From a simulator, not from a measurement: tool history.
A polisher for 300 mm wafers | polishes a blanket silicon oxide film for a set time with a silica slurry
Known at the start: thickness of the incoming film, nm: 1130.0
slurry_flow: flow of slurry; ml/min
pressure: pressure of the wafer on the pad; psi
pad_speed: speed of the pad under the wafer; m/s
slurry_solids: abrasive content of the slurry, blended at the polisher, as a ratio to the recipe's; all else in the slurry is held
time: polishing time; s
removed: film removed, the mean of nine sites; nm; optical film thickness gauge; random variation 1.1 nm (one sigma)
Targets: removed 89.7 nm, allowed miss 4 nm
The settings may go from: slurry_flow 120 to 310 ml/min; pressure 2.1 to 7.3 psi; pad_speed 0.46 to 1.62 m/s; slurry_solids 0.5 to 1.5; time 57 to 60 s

run  hour  slurry_flow  pressure  pad_speed  slurry_solids  time  removed
  1     0          200       4.7       1.04              1    57      181
  2   0.6          200         4       0.98              1    57   146.79
  3   5.2          200       3.5       0.96              1    57   129.79
  4    14          200       4.3       0.96              1    57   152.31
  5    22          200       4.3       0.96           1.15    57   166.36
  6  26.8          200       4.3       0.96           1.15    57   165.26
  7    35          200       3.7       0.92           1.15    57   136.66
  8  41.2          200       3.3        0.9           1.15    57    122.5
  9  46.7          200         3        0.9           1.15    57   110.16
 10  52.5          200       2.8        0.9           1.15    57    104.8
 11  58.8          200       2.7        0.9           1.15    57    99.58
 12  66.2          200       2.6        0.9           1.15    57   94.254

5 next moves are on the table. One of them brings every result within its allowed miss. Which?
  A  73.6          195       2.5       0.92           1.15    60        ?
  B  73.6          185       3.1       0.68           1.15    60        ?
  C  73.6          180       2.3        1.1            0.8    59        ?
  D  73.6          245       2.8       0.76            1.2    60        ?
  E  73.6          215       2.9       0.84            1.2    57        ?

move  removed
   A    99.28
   B   96.091
   C   88.506
   D    99.68
   E   104.14
A: further off than the last run
B: further off than the last run
C: meets every target
D: further off than the last run
E: further off than the last run
Move C is the one to make.

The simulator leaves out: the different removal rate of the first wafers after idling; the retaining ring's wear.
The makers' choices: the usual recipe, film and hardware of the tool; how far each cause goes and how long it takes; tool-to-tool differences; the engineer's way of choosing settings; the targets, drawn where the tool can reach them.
